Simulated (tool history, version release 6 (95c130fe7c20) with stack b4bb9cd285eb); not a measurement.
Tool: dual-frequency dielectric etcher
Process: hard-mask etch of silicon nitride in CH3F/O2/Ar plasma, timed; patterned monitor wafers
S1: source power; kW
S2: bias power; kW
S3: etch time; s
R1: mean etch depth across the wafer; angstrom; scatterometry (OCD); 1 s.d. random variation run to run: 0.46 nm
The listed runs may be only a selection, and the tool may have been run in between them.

Run 1, hour 0: S1 0.46 kW, S2 0.097 kW, S3 273 s. Result: R1 2064.8 angstrom.
Run 2, hour 8.4: S1 0.46 kW, S2 0.09 kW, S3 273 s. Result: R1 1995.8 angstrom.
Run 3, hour 14.1: S1 0.39 kW, S2 0.09 kW, S3 273 s. Result: R1 1856.9 angstrom.
Run 4, hour 18.8: S1 0.39 kW, S2 0.09 kW, S3 285 s. Result: R1 1934.9 angstrom.
Run 5, hour 19.5: S1 0.39 kW, S2 0.082 kW, S3 285 s. Result: R1 1861.9 angstrom.
Run 6, hour 26.7: S1 0.44 kW, S2 0.082 kW, S3 285 s. Result: R1 1967.5 angstrom.
Run 7, hour 32.8: S1 0.41 kW, S2 0.081 kW, S3 285 s. Result: R1 1903.4 angstrom.

Run 8, settings as shown, results not yet in. Your forecast:
Run 8, hour 36.8: S1 0.39 kW, S2 0.08 kW, S3 285 s. Result: R1 ?.

{"run 8": {"R1": 1848.4}}

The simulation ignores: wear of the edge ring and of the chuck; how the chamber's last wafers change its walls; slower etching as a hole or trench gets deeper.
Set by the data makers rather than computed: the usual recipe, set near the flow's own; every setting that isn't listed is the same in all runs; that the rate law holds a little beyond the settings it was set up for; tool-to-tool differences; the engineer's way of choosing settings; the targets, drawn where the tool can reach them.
